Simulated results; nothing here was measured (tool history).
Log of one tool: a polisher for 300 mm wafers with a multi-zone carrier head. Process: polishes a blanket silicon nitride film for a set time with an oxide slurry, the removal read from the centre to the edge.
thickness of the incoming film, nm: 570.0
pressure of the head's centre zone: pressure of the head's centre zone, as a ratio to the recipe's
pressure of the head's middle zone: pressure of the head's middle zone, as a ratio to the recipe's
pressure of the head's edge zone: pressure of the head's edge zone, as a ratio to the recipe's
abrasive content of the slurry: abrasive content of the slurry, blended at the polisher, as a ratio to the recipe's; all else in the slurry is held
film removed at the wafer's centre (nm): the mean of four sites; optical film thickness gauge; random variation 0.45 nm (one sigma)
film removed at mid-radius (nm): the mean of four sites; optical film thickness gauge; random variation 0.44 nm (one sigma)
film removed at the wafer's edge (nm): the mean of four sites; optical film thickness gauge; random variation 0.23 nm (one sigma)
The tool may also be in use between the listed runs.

run	day	flow of slurry (ml/min)	pressure of the head's centre zone	pressure of the head's middle zone	pressure of the head's edge zone	abrasive content of the slurry	polishing time (s)	film removed at the wafer's centre (nm)	film removed at mid-radius (nm)	film removed at the wafer's edge (nm)
1	0.000	140	1.00	1.00	1.00	1.00	50	30.250	30.791	30.810
2	0.042	150	1.01	1.00	1.03	1.00	50	31.479	31.904	31.518
3	0.188	155	1.02	0.99	1.05	1.05	50	32.423	31.658	33.146
4	0.558	165	1.03	1.00	1.06	1.05	50	33.676	33.630	33.105
5	0.704	170	1.04	0.99	1.08	1.05	50	33.987	32.482	33.349
6	0.838	170	1.04	0.99	1.08	1.05	38	25.929	25.249	25.505

Forecast run 7:
7	1.196	170	1.05	0.99	1.09	1.10	39	?	?	?

Run 7 gave film removed at the wafer's centre (nm) 27.579, film removed at mid-radius (nm) 25.538, film removed at the wafer's edge (nm) 27.102.

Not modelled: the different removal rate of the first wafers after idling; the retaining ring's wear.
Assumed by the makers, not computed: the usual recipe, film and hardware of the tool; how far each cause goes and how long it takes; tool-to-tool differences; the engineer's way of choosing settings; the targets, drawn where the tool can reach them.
